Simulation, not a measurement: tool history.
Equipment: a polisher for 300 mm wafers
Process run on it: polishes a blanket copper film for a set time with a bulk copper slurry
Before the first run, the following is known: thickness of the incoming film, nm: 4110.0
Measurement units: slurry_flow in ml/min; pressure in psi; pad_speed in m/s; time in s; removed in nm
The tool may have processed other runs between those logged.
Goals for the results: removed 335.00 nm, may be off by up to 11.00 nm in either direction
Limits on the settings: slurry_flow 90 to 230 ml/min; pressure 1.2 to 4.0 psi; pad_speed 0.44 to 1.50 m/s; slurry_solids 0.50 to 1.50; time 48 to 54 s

run	day	slurry_flow	pressure	pad_speed	slurry_solids	time	removed
1	0.000	150	2.6	0.96	1.00	54	394.15
2	0.329	125	2.6	0.96	1.00	54	386.24
3	0.500	125	2.6	0.96	0.90	54	382.65
4	0.600	125	2.6	1.18	0.90	54	463.14
5	0.821	125	2.6	1.26	0.90	54	495.71
6	0.904	125	2.2	1.26	0.90	54	422.88
7	0.958	125	2.1	1.26	0.90	54	401.75
8	1.046	125	2.0	1.26	0.90	54	388.08
9	1.171	120	1.8	1.26	0.90	54	354.49
# day 1.317: worn pad replaced by a new one
10	1.317	115	1.7	1.26	0.90	54	352.88

Exactly one of the 4 candidate moves below puts every result within its allowed miss. Which one?
A	1.462	120	1.7	1.34	0.85	53	?
B	1.462	115	1.7	1.22	0.90	54	?
C	1.462	135	1.9	1.14	1.00	54	?
D	1.462	140	1.7	1.22	1.20	54	?

move	removed
A	361.76
B	337.38
C	365.41
D	369.80
A: moves away from the targets compared with the last run
B: hits every target within its allowed miss
C: moves away from the targets compared with the last run
D: moves away from the targets compared with the last run
Move B is the one to make.

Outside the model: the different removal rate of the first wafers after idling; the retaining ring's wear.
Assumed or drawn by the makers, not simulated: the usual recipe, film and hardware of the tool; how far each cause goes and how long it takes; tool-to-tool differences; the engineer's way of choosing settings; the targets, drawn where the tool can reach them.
